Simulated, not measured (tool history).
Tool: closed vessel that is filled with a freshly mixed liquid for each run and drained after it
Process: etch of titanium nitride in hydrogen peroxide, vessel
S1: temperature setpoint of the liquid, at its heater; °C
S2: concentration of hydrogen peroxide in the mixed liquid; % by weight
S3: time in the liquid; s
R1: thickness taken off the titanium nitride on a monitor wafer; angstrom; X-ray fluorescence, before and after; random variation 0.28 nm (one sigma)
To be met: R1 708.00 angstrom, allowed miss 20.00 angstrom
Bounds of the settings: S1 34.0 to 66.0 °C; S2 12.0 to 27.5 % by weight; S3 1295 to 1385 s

| run | hour | S1 | S2 | S3 | R1 |
|---|---|---|---|---|---|
| 1 | 0.0 | 50.0 | 18.5 | 1295 | 510.59 |
| 2 | 1.5 | 45.0 | 18.5 | 1295 | 353.68 |
| 3 | 2.8 | 45.0 | 18.5 | 1385 | 377.69 |
| 4 | 7.6 | 45.0 | 18.5 | 1385 | 380.96 |
| 5 | 15.0 | 42.5 | 18.5 | 1385 | 314.51 |
| 6 | 19.1 | 42.5 | 16.5 | 1385 | 306.45 |
| 7 | 24.1 | 50.5 | 17.0 | 1385 | 556.13 |
| 8 | 33.3 | 54.5 | 17.0 | 1385 | 751.26 |

Which of these 5 next moves meets every target?
| A | 42.5 | 54.5 | 19.0 | 1385 | ? |
| B | 42.5 | 53.0 | 20.0 | 1295 | ? |
| C | 42.5 | 58.0 | 12.0 | 1295 | ? |
| D | 42.5 | 54.5 | 18.0 | 1295 | ? |
| E | 42.5 | 56.0 | 14.5 | 1295 | ? |

| move | R1 |
|---|---|
| A | 758.28 |
| B | 644.34 |
| C | 822.23 |
| D | 700.89 |
| E | 744.17 |
A: further off than the last run
B: takes the result that was furthest off past its target
C: further off than the last run
D: meets every target
E: nearer than the last run, and not there yet
Move D is the one to make.
